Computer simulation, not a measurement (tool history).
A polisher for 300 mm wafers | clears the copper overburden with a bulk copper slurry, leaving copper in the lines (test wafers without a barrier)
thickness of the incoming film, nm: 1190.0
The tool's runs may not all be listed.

| run | hour | flow of slurry (ml/min) | pressure of the wafer on the pad (kPa) | speed of the pad under the wafer (m/s) | abrasive content of the slurry | overpolish time after the end point (s) | time until the end point was called (s) | dishing of a wide line in a test structure (angstrom) |
|---|---|---|---|---|---|---|---|---|
| 1 | 0.0 | 280 | 19.3 | 1.36 | 1.0 | 29 | 106.550 | 746.75 |
| 2 | 8.4 | 280 | 20.7 | 1.36 | 1.0 | 27 | 97.597 | 735.48 |
| 3 | 13.2 | 280 | 17.9 | 1.36 | 1.0 | 27 | 112.560 | 701.09 |
| 4 | 21.0 | 220 | 17.9 | 1.36 | 1.0 | 27 | 119.970 | 712.87 |
| 5 | 28.0 | 220 | 13.8 | 1.36 | 1.0 | 27 | 154.830 | 641.93 |
| 6 | 36.6 | 220 | 11.7 | 1.36 | 1.0 | 27 | 177.390 | 605.28 |
| 7 | 44.0 | 230 | 13.8 | 1.38 | 1.0 | 25 | 149.870 | 631.06 |
| 8 | 49.7 | 240 | 15.2 | 1.38 | 1.0 | 24 | 132.990 | 660.90 |
| 9 | 51.3 | 250 | 16.5 | 1.40 | 1.0 | 23 | 120.640 | 670.36 |
| 10 | 59.6 | 260 | 17.9 | 1.40 | 1.0 | 22 | 112.670 | 687.22 |
| 11 | 62.8 | 270 | 19.3 | 1.40 | 1.0 | 21 | 102.630 | 695.57 |
|  | 66.0 | slurry nozzle cleaned |
| 12 | 66.0 | 280 | 20.0 | 1.40 | 1.0 | 21 | 94.696 | 709.30 |
| 13 | 68.0 | 290 | 20.7 | 1.40 | 1.0 | 21 | 89.048 | 723.07 |
| 14 | 74.8 | 300 | 21.4 | 1.40 | 1.0 | 21 | 87.662 | 732.30 |
| 15 | 80.9 | 305 | 22.1 | 1.40 | 1.0 | 21 | 84.031 | 727.73 |
| 16 | 82.5 | 310 | 22.8 | 1.40 | 1.0 | 21 | 84.263 | 735.20 |

Forecast run 17:
| 17 | 87.0 | 310 | 23.4 | 1.40 | 1.0 | 21 | ? | ? |

time until the end point was called (s): 78.936
dishing of a wide line in a test structure (angstrom): 740.24
